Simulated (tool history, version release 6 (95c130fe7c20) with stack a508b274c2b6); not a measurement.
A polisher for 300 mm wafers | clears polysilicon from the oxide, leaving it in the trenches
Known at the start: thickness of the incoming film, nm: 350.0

run  hour  flow of slurry (ml/min)  pressure of the wafer on the pad (psi)  speed of the pad under the wafer (cm/s)  overpolish time after the end point (s)  time until the end point was called (s)  dishing of a wide line in a test structure (angstrom)
  1   0.0                      165                                     2.0                                       84                                        9                                   42.954                                                 357.26
  2   8.2                      165                                     2.0                                      100                                        9                                   35.436                                                 396.65
  3  14.8                      190                                     1.9                                       86                                        7                                   44.393                                                 315.57
  4  16.2                      215                                     1.9                                       78                                        6                                   46.116                                                 274.64
  5  20.4                      215                                     1.9                                       92                                        6                                   40.949                                                 296.64
  6  20.9                      230                                     1.9                                       80                                        5                                   45.851                                                 248.66
  7  23.7                      230                                     1.9                                       80                                        5                                   45.315                                                 252.83
  8  32.1                      230                                     1.4                                       76                                        3                                   65.027                                                 132.77

Forecast run 9:
  9  34.0                      230                                     1.5                                       76                                        3                                        ?                                                      ?

{"run 9": {"time until the end point was called (s)": 60.701, "dishing of a wide line in a test structure (angstrom)": 134.19}}
